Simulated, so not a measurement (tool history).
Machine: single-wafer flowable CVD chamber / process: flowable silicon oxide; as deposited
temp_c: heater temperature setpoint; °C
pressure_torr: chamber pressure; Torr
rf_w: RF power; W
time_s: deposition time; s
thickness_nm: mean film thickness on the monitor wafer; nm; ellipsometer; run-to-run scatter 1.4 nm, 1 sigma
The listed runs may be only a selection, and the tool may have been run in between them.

| run | hour | temp_c | pressure_torr | rf_w | time_s | thickness_nm |
|---|---|---|---|---|---|---|
| 1 | 0 | 95 | 0.606 | 2675 | 978 | 519.15 |
| 2 | 4.2 | 105 | 0.606 | 2675 | 978 | 355.58 |
| 3 | 6.7 | 107 | 0.606 | 2675 | 978 | 327.36 |
| 4 | 13.5 | 108 | 0.606 | 2675 | 978 | 315.02 |
| 5 | 14.9 | 109 | 0.606 | 2675 | 978 | 304.89 |
| 6 | 21.6 | 109 | 0.606 | 2675 | 1009 | 316 |
| 7 | 30.3 | 110 | 0.606 | 2675 | 1009 | 304.23 |

Run 8 comes next. What will it give?
| 8 | 34.5 | 111 | 0.606 | 2675 | 1009 | ? |

Run 8 gave thickness_nm 295.86 nm.
